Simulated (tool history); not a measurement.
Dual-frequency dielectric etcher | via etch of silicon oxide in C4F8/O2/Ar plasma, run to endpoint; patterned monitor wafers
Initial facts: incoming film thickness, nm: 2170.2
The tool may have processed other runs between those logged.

Run 1, hour 0: source power (W) 1910, bias power (W) 2187. Result: endpoint time (s) 429.62.
Run 2, hour 3.4: source power (W) 1970, bias power (W) 2213. Result: endpoint time (s) 427.42.
Run 3, hour 11.8: source power (W) 1830, bias power (W) 2213. Result: endpoint time (s) 449.29.
Run 4, hour 13.2: source power (W) 1890, bias power (W) 2228. Result: endpoint time (s) 431.31.
Run 5, hour 21.2: source power (W) 1940, bias power (W) 2245. Result: endpoint time (s) 430.18.
Run 6, hour 26.8: source power (W) 1990, bias power (W) 2266. Result: endpoint time (s) 418.14.
Run 7, hour 27.7: source power (W) 2020, bias power (W) 2275. Result: endpoint time (s) 424.35.
Run 8, hour 32.2: source power (W) 2080, bias power (W) 2305. Result: endpoint time (s) 408.65.
Run 9, hour 36.6: source power (W) 2100, bias power (W) 2313. Result: endpoint time (s) 411.43.

Run 10, settings as shown, results not yet in. Your forecast:
Run 10, hour 41.7: source power (W) 2130, bias power (W) 2328. Result: endpoint time (s) ?.

endpoint time (s): 404.77

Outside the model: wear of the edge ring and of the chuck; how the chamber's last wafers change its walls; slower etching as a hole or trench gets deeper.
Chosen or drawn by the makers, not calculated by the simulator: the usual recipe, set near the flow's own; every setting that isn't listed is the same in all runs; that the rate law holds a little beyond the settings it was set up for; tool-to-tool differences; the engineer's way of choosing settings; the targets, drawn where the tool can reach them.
